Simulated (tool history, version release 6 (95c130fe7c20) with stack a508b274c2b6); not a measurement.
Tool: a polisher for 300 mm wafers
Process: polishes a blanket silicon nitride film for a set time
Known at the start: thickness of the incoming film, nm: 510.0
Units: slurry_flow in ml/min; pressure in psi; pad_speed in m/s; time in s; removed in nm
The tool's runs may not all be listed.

run    day  slurry_flow  pressure  pad_speed  time  removed
  1  0.000          235       3.0       1.32    29   56.886
  2  0.258          235       3.3       1.34    29   62.239
  3  0.346          285       3.3       1.34    29   63.791
  4  0.488          335       3.3       1.34    29   64.142
  5  0.775          335       3.3       1.34    26   58.946
  6  1.146          315       3.3       1.34    26   58.586
  7  1.496          315       3.6       1.36    26   62.752

Forecast run 8:
  8  1.592          315       4.4       1.46    26        ?

Run 8 gave removed 80.301 nm.
